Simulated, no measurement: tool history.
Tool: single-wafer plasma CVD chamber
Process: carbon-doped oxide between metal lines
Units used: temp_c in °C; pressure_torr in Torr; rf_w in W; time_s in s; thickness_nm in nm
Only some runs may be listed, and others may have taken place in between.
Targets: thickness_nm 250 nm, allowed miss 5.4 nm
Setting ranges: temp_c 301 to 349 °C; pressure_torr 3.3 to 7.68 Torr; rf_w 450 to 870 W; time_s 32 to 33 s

Run 1, hour 0: temp_c 325 °C, pressure_torr 5.49 Torr, rf_w 660 W, time_s 32 s. Result: thickness_nm 214.15 nm.
Run 2, hour 5.1: temp_c 319 °C, pressure_torr 5.49 Torr, rf_w 660 W, time_s 32 s. Result: thickness_nm 216.78 nm.
Run 3, hour 13.3: temp_c 318 °C, pressure_torr 5.67 Torr, rf_w 685 W, time_s 32.1 s. Result: thickness_nm 225.06 nm.
Run 4, hour 15: temp_c 318 °C, pressure_torr 5.67 Torr, rf_w 685 W, time_s 33 s. Result: thickness_nm 232.58 nm.
Run 5, hour 22: temp_c 317 °C, pressure_torr 5.83 Torr, rf_w 695 W, time_s 33 s. Result: thickness_nm 237.23 nm.
Run 6, hour 25.3: temp_c 316 °C, pressure_torr 5.97 Torr, rf_w 700 W, time_s 33 s. Result: thickness_nm 241.67 nm.
Run 7, hour 28.6: temp_c 315 °C, pressure_torr 6.05 Torr, rf_w 700 W, time_s 33 s. Result: thickness_nm 240.97 nm.
Run 8, hour 35.6: temp_c 314 °C, pressure_torr 6.15 Torr, rf_w 705 W, time_s 33 s. Result: thickness_nm 243.1 nm.

4 candidate next runs follow, results not yet known. Just one meets every target within its allowed miss. Identify it.
Run A, hour 42.6: temp_c 314 °C, pressure_torr 5.75 Torr, rf_w 715 W, time_s 32 s. Result: thickness_nm ?.
Run B, hour 42.6: temp_c 301 °C, pressure_torr 4.27 Torr, rf_w 720 W, time_s 33 s. Result: thickness_nm ?.
Run C, hour 42.6: temp_c 311 °C, pressure_torr 5.87 Torr, rf_w 690 W, time_s 32 s. Result: thickness_nm ?.
Run D, hour 42.6: temp_c 312 °C, pressure_torr 6.47 Torr, rf_w 685 W, time_s 32 s. Result: thickness_nm ?.

move  thickness_nm
   A        235.69
   B        246.82
   C        232.14
   D        232.22
A: moves away from the targets compared with the last run
B: all results land within tolerance of their targets
C: moves away from the targets compared with the last run
D: moves away from the targets compared with the last run
The right move is B.

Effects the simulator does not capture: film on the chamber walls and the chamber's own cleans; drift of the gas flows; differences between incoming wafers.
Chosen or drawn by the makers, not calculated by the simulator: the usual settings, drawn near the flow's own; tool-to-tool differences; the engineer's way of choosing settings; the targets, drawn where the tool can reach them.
